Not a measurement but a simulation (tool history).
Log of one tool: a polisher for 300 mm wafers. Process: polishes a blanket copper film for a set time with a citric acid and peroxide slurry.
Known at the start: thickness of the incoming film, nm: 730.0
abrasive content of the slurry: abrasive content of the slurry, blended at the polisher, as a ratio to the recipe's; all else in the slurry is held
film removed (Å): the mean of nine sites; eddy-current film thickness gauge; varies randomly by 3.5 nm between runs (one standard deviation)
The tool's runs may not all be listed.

run,day,flow of slurry (ml/min),pressure of the wafer on the pad (psi),speed of the pad under the wafer (cm/s),abrasive content of the slurry,polishing time (s),film removed (Å)
1,0,125,4.1,106,1,74,2068.2
2,0.275,125,4.1,106,1,77,2183.4
3,0.329,125,4.1,96,1,77,1960
4,0.612,130,4.5,98,1,77,2210.5
5,0.854,130,4.5,70,1,77,1587.6
6,1.179,135,4.8,76,1,77,1848.1
7,1.404,140,5.1,82,1,77,2114.1
8,1.558,140,5.1,82,1,77,2122
9,1.75,145,5.3,86,1,77,2285.6
10,1.908,145,5.5,90,1,77,2508.2
11,2.083,145,5.6,94,1,77,2690.3
12,2.329,145,5.7,98,1,77,2840
13,2.529,145,5.8,100,1,77,2921.2

Run 14 comes next. What will it give?
14,2.667,150,5.9,102,1,77,?

film removed (Å): 3093.4
